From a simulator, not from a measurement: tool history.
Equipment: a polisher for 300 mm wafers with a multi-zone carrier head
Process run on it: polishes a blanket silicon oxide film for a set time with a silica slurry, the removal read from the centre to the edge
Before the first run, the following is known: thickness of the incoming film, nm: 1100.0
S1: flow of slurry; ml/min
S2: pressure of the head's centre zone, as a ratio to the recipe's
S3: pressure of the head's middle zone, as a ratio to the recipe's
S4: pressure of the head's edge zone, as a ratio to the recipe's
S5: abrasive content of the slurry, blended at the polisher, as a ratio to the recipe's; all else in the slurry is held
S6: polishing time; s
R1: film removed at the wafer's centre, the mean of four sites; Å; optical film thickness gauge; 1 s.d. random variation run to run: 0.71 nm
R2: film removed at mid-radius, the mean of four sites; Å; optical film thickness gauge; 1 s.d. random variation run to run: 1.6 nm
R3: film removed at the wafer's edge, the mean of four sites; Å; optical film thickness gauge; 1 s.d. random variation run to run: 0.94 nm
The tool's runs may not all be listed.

run    day   S1    S2    S3    S4    S5  S6      R1      R2       R3
  1  0.000  205  1.00  1.00  1.00  1.00  54  1897.2  1973.9  1954.20
  2  0.333  205  1.00  1.00  1.08  1.00  54  1921.6  1948.9  2024.80
  3  0.675  205  1.08  1.00  1.08  1.00  54  2076.8  1945.7  2004.00
  4  1.033  205  1.08  1.03  1.08  1.00  54  2101.8  2026.7  2039.90
  5  1.317  205  1.08  0.97  1.08  1.00  54  2099.9  1874.2  2074.20
  6  1.483  205  1.13  0.97  1.08  1.00  54  2187.9  1915.6  2054.70
  7  1.779  200  1.09  0.99  1.05  0.90  50  1834.5  1700.1  1788.80
  8  2.000  200  1.07  1.01  1.02  0.80  47  1617.9  1563.8  1573.40
  9  2.296  200  1.04  1.02  0.99  0.75  45  1470.7  1459.8  1444.70

What does the tool deliver on the next run?
 10  2.321  180  0.94  1.12  0.89  0.50  38   ?   ?   ?

{"run 10": {"R1": 923.2, "R2": 1096.1, "R3": 973.09}}

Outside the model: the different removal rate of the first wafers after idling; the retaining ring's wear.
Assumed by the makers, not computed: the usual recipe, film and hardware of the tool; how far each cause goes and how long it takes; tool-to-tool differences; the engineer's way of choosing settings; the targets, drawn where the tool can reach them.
